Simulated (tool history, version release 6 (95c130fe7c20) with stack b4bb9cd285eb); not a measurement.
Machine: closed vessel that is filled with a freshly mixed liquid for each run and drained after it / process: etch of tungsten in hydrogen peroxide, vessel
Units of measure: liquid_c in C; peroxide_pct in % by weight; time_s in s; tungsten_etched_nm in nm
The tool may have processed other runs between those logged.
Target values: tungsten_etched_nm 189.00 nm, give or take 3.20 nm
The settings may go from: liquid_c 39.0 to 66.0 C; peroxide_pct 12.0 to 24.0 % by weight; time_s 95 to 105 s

| run | day | liquid_c | peroxide_pct | time_s | tungsten_etched_nm |
|---|---|---|---|---|---|
| 1 | 0.000 | 55.0 | 16.0 | 95 | 341.80 |
| 2 | 0.346 | 55.0 | 16.0 | 105 | 377.31 |
| 3 | 0.708 | 53.5 | 16.0 | 105 | 348.38 |
| 4 | 0.854 | 53.5 | 19.0 | 105 | 377.25 |
| 5 | 1.204 | 52.0 | 19.0 | 105 | 346.07 |
| 6 | 1.575 | 54.5 | 19.0 | 105 | 402.53 |
| 7 | 1.812 | 53.0 | 19.0 | 105 | 365.93 |
| 8 | 1.862 | 51.5 | 19.0 | 105 | 337.61 |
| 9 | 2.175 | 50.0 | 19.0 | 105 | 305.52 |
| 10 | 2.279 | 49.0 | 19.0 | 105 | 287.90 |
| 11 | 2.429 | 41.0 | 19.0 | 105 | 173.48 |
| 12 | 2.612 | 42.0 | 19.0 | 105 | 184.92 |

Which of these 4 next moves meets every target?
| A | 2.796 | 42.5 | 18.5 | 105 | ? |
| B | 2.796 | 43.5 | 18.0 | 95 | ? |
| C | 2.796 | 43.0 | 18.5 | 95 | ? |
| D | 2.796 | 42.0 | 18.0 | 105 | ? |

| move | tungsten_etched_nm |
|---|---|
| A | 188.03 |
| B | 178.87 |
| C | 175.65 |
| D | 179.62 |
A: in spec on every target
B: misses by more than the last run did
C: misses by more than the last run did
D: misses by more than the last run did
A is the move that brings every result within its allowed miss.
